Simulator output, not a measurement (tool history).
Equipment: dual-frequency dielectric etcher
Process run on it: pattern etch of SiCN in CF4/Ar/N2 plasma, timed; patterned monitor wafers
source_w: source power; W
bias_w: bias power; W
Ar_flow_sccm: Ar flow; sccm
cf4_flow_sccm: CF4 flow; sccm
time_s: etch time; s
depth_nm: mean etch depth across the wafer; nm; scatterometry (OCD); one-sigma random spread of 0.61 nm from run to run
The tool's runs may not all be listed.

run	hour	source_w	bias_w	Ar_flow_sccm	cf4_flow_sccm	time_s	depth_nm
1	0.0	590	56	95	74	124.0	126.93
2	7.2	570	56	95	74	124.0	123.41
3	13.7	570	56	95	62	124.0	120.00
4	17.4	640	56	95	62	124.0	130.64
# hour 19.2: bias power generator calibrated
5	19.2	550	56	95	62	124.0	114.75
6	27.4	550	56	102	62	124.0	114.01

The next listed run, before its measurement:
7	34.0	540	56	102	62	124.0	?

depth_nm: 111.52 nm
